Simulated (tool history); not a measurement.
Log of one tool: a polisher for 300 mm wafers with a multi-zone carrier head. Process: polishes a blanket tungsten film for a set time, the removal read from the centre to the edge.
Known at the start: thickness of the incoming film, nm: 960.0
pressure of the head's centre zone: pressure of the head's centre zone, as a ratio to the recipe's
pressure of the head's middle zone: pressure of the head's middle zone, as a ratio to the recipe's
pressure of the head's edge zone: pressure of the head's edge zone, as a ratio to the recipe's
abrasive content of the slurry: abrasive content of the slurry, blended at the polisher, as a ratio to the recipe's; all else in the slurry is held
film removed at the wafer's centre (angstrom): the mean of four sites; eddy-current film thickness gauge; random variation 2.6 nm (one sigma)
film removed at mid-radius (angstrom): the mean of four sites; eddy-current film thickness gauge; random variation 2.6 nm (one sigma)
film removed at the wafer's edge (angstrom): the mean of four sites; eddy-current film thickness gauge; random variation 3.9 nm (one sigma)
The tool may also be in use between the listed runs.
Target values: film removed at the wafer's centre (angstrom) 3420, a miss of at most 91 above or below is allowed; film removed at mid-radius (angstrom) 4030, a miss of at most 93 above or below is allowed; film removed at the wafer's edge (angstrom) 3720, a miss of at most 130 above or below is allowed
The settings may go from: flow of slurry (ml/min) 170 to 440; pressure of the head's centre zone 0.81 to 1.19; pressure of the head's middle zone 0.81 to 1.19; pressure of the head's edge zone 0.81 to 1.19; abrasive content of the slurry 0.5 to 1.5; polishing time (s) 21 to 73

run  hour  flow of slurry (ml/min)  pressure of the head's centre zone  pressure of the head's middle zone  pressure of the head's edge zone  abrasive content of the slurry  polishing time (s)  film removed at the wafer's centre (angstrom)  film removed at mid-radius (angstrom)  film removed at the wafer's edge (angstrom)
  1     0                      280                                   1                                   1                                 1                               1                  47                                         3601.2                                 3577.6                                       3564.3
  2   8.7                      280                                1.07                                   1                                 1                               1                  47                                         3881.4                                 3534.3                                       3501.8
  3  11.1                      280                                1.15                                   1                                 1                               1                  47                                         4002.7                                 3537.6                                       3560.3
  4  16.7                      280                                1.15                                   1                                 1                               1                  56                                           4803                                 4286.8                                       4238.2
  5  24.5                      280                                1.15                                   1                              0.94                               1                  56                                           4866                                 4197.2                                       4098.5
  6  33.5                      260                                1.06                                1.02                              0.96                             0.9                  56                                         4312.8                                 4112.8                                       3974.8
  7  36.2                      245                                   1                                1.03                              0.95                             0.9                  56                                         3985.1                                 4139.4                                       3931.1
  8  43.9                      230                                0.97                                1.03                              0.94                             0.9                  56                                         3806.2                                 4089.1                                         3837
  9  48.3                      215                                0.95                                1.03                              0.94                             0.9                  56                                         3759.8                                 4039.5                                       3786.8
 10  49.3                      205                                0.93                                1.04                              0.94                             0.9                  56                                         3609.2                                   4035                                       3819.1
 11    55                      200                                0.92                                1.05                              0.93                             0.9                  56                                         3565.5                                 4071.9                                       3684.3
 12  61.7                      195                                0.91                                1.05                              0.94                             0.9                  56                                         3562.9                                 4035.6                                       3746.2

Next run, 5 choices. One meets every target within its allowed miss, the rest don't. Which?
  A  68.4                      210                                0.95                                1.07                              0.97                             0.9                  54                                              ?                                      ?                                            ?
  B  68.4                      205                                0.96                                1.07                              0.92                             0.7                  61                                              ?                                      ?                                            ?
  C  68.4                      175                                 0.9                                0.94                              0.99                               1                  57                                              ?                                      ?                                            ?
  D  68.4                      325                                0.85                                1.04                              0.94                             0.9                  53                                              ?                                      ?                                            ?
  E  68.4                      175                                0.92                                1.02                              0.99                            0.95                  54                                              ?                                      ?                                            ?

move  film removed at the wafer's centre (angstrom)  film removed at mid-radius (angstrom)  film removed at the wafer's edge (angstrom)
   A                                         3638.2                                 4039.4                                       3703.8
   B                                           3742                                 4116.4                                       3685.4
   C                                         3651.9                                 3841.4                                       4008.9
   D                                         3424.5                                 4091.3                                       3736.3
   E                                         3468.6                                 3826.8                                       3724.8
A: the biggest miss grows against the last run
B: the biggest miss grows against the last run
C: the biggest miss grows against the last run
D: every result lands within tolerance
E: the worst result of the last run now meets its target, but another is out of spec
Answer: D

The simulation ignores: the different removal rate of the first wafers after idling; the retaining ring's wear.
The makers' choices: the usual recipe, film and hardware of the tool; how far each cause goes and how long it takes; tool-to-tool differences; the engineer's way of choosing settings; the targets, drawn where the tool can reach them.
